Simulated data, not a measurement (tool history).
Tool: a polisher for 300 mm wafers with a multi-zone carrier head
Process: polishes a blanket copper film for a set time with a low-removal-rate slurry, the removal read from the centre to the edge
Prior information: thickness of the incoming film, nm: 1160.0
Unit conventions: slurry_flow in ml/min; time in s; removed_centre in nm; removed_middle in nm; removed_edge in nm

| run | hour | slurry_flow | centre_zone | middle_zone | edge_zone | slurry_solids | time | removed_centre | removed_middle | removed_edge |
|---|---|---|---|---|---|---|---|---|---|---|
| 1 | 0.0 | 225 | 1.00 | 1.00 | 1.00 | 1.00 | 66 | 160.410 | 156.810 | 154.840 |
| 2 | 0.5 | 220 | 0.99 | 1.00 | 0.96 | 0.85 | 59 | 135.670 | 138.000 | 130.710 |
| 3 | 6.5 | 215 | 0.99 | 0.98 | 0.93 | 0.75 | 54 | 117.560 | 117.120 | 115.650 |
| 4 | 12.0 | 215 | 0.99 | 0.98 | 0.99 | 0.75 | 54 | 116.620 | 118.400 | 118.290 |
| 5 | 16.5 | 185 | 0.99 | 0.98 | 0.99 | 0.75 | 54 | 116.580 | 115.260 | 115.360 |
| 6 | 24.0 | 185 | 0.99 | 0.98 | 0.95 | 0.75 | 54 | 115.960 | 116.680 | 111.700 |
| 7 | 30.3 | 180 | 0.95 | 0.90 | 0.85 | 0.50 | 41 | 77.339 | 73.372 | 75.386 |
| 8 | 38.5 | 205 | 0.96 | 0.93 | 0.85 | 0.50 | 41 | 79.861 | 79.730 | 77.313 |
| 9 | 40.0 | 225 | 0.97 | 0.93 | 0.86 | 0.50 | 41 | 83.969 | 80.662 | 78.864 |
| 10 | 48.3 | 240 | 0.97 | 0.94 | 0.87 | 0.50 | 41 | 85.217 | 83.870 | 79.848 |
| 11 | 54.7 | 250 | 0.97 | 0.95 | 0.88 | 0.50 | 41 | 85.892 | 85.132 | 79.794 |

Expected results for the next run?
| 12 | 62.0 | 275 | 0.97 | 0.98 | 0.95 | 0.60 | 41 | ? | ? | ? |

{"run 12": {"removed_centre": 91.247, "removed_middle": 91.31, "removed_edge": 87.193}}
